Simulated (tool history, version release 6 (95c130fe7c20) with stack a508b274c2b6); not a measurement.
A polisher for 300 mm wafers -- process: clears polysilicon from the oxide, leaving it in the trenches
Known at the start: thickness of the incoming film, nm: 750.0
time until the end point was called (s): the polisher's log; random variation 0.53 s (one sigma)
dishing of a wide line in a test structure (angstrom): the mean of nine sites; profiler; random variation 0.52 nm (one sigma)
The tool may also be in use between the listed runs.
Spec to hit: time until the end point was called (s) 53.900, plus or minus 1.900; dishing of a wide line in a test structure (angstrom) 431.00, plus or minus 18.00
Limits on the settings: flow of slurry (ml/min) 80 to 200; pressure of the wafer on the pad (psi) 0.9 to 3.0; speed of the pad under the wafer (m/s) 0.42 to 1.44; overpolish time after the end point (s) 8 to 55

run	hour	flow of slurry (ml/min)	pressure of the wafer on the pad (psi)	speed of the pad under the wafer (m/s)	overpolish time after the end point (s)	time until the end point was called (s)	dishing of a wide line in a test structure (angstrom)
1	0.0	130	1.9	0.92	28	80.923	427.75
2	5.4	130	1.9	0.78	28	92.281	431.61
3	8.9	135	2.0	0.78	27	87.474	418.38
4	14.1	135	2.0	0.78	18	87.798	419.56
5	19.4	120	2.0	0.78	18	90.170	409.24
6	28.0	120	2.3	0.78	18	77.966	419.73
7	32.9	125	2.4	0.78	17	76.392	416.92
8	34.0	125	2.5	0.80	18	71.245	425.66
9	38.4	155	3.0	0.82	10	58.261	401.57
10	40.8	150	3.0	0.84	13	58.338	416.18
11	46.8	150	3.0	0.86	14	56.111	418.65
12	48.9	150	3.0	0.86	15	57.116	417.67

Of the 4 settings listed for the next run, only one would bring every result within its allowed miss of target. Which one?
A	51.0	180	2.8	0.94	22	?	?
B	51.0	170	2.9	0.80	13	?	?
C	51.0	200	3.0	0.88	8	?	?
D	51.0	145	2.9	0.86	10	?	?

move	time until the end point was called (s)	dishing of a wide line in a test structure (angstrom)
A	53.674	431.44
B	60.017	418.44
C	52.626	393.88
D	57.986	404.51
A: every result lands within tolerance
B: its largest miss is bigger than the last run's
C: the worst result of the last run now meets its target, but another is out of spec
D: its largest miss is bigger than the last run's
Move A is the one to make.
